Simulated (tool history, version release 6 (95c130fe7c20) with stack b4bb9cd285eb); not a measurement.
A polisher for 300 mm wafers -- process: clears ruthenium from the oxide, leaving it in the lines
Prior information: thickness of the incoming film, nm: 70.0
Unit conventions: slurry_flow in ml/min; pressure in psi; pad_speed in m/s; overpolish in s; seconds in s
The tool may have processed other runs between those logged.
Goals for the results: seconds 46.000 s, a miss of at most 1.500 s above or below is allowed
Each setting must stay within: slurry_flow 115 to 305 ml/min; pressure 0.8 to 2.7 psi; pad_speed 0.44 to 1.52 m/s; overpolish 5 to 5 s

| run | hour | slurry_flow | pressure | pad_speed | overpolish | seconds |
|---|---|---|---|---|---|---|
| 1 | 0.0 | 195 | 1.7 | 0.98 | 5 | 81.703 |
| 2 | 8.6 | 195 | 1.8 | 0.98 | 5 | 78.751 |
| 3 | 17.6 | 195 | 1.9 | 0.98 | 5 | 73.934 |
| 4 | 26.5 | 225 | 1.9 | 0.98 | 5 | 72.138 |
| 5 | 31.5 | 225 | 2.2 | 0.98 | 5 | 62.479 |
| 6 | 32.2 | 265 | 2.2 | 0.98 | 5 | 59.373 |
| 7 | 36.0 | 265 | 2.3 | 0.98 | 5 | 58.289 |
|  | 42.4 | slurry nozzle cleaned |
| 8 | 42.4 | 270 | 2.5 | 1.00 | 5 | 49.055 |
| 9 | 44.9 | 270 | 2.5 | 1.00 | 5 | 50.059 |

5 next moves are on the table. One of them brings every result within its allowed miss. Which?
| A | 47.4 | 245 | 2.5 | 1.20 | 5 | ? |
| B | 47.4 | 260 | 2.5 | 1.16 | 5 | ? |
| C | 47.4 | 300 | 2.4 | 1.22 | 5 | ? |
| D | 47.4 | 300 | 2.4 | 1.20 | 5 | ? |
| E | 47.4 | 285 | 2.6 | 1.02 | 5 | ? |

| move | seconds |
|---|---|
| A | 42.194 |
| B | 43.332 |
| C | 42.337 |
| D | 43.026 |
| E | 46.823 |
A: takes the biggest miss from the last run beyond its target
B: takes the biggest miss from the last run beyond its target
C: takes the biggest miss from the last run beyond its target
D: takes the biggest miss from the last run beyond its target
E: all results land within tolerance of their targets
Go with E: it meets all targets.
